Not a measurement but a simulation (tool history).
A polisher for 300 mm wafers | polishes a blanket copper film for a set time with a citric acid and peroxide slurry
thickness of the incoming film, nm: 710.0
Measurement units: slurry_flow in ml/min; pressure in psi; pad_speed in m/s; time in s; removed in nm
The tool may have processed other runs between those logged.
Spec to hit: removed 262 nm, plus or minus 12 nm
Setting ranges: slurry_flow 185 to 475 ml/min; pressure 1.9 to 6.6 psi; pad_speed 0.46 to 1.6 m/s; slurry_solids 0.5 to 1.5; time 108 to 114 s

run 1 day=0 | slurry_flow=305 pressure=4.2 pad_speed=1.02 slurry_solids=1 time=108 | removed=359.11
run 2 day=0.217 | slurry_flow=305 pressure=4 pad_speed=1.02 slurry_solids=1 time=108 | removed=345.24
run 3 day=0.325 | slurry_flow=305 pressure=3.8 pad_speed=1.02 slurry_solids=1 time=108 | removed=323.86
run 4 day=0.362 | slurry_flow=305 pressure=3.7 pad_speed=1.02 slurry_solids=1 time=108 | removed=325.24
run 5 day=0.508 | slurry_flow=305 pressure=3.7 pad_speed=1.02 slurry_solids=1 time=114 | removed=340.48
run 6 day=0.633 | slurry_flow=240 pressure=3.7 pad_speed=1.02 slurry_solids=1 time=114 | removed=327.55
run 7 day=0.812 | slurry_flow=240 pressure=3.6 pad_speed=1.02 slurry_solids=1 time=114 | removed=316.93
run 8 day=0.888 | slurry_flow=240 pressure=3.5 pad_speed=1.02 slurry_solids=1 time=114 | removed=308.1
run 9 day=1.067 | slurry_flow=240 pressure=3.4 pad_speed=1.02 slurry_solids=1 time=114 | removed=301.36
-- day=1.217 slurry blender recalibrated
run 10 day=1.217 | slurry_flow=240 pressure=3.3 pad_speed=1.02 slurry_solids=1 time=114 | removed=321.62
run 11 day=1.504 | slurry_flow=240 pressure=3.2 pad_speed=1 slurry_solids=1 time=114 | removed=306.05
run 12 day=1.729 | slurry_flow=240 pressure=3.1 pad_speed=1 slurry_solids=1 time=114 | removed=290.97
run 13 day=1.929 | slurry_flow=240 pressure=3 pad_speed=1 slurry_solids=1 time=114 | removed=281.89

Consider the 5 candidate settings below. Which is the only one whose results all fall within their allowed miss of target?
run A day=2.129 | slurry_flow=230 pressure=2.6 pad_speed=1 slurry_solids=0.85 time=112 | removed=?
run B day=2.129 | slurry_flow=185 pressure=2.8 pad_speed=1.28 slurry_solids=1.2 time=108 | removed=?
run C day=2.129 | slurry_flow=285 pressure=2.7 pad_speed=0.94 slurry_solids=0.85 time=112 | removed=?
run D day=2.129 | slurry_flow=215 pressure=3.4 pad_speed=0.86 slurry_solids=0.95 time=109 | removed=?
run E day=2.129 | slurry_flow=360 pressure=3.5 pad_speed=0.86 slurry_solids=1.15 time=114 | removed=?

move=A removed=234.77
move=B removed=320.16
move=C removed=234.56
move=D removed=259.86
move=E removed=304.43
A: moves the result that the last run missed by most past its target, out the other side
B: further off than the last run
C: moves the result that the last run missed by most past its target, out the other side
D: all results in spec
E: further off than the last run
The right move is D.
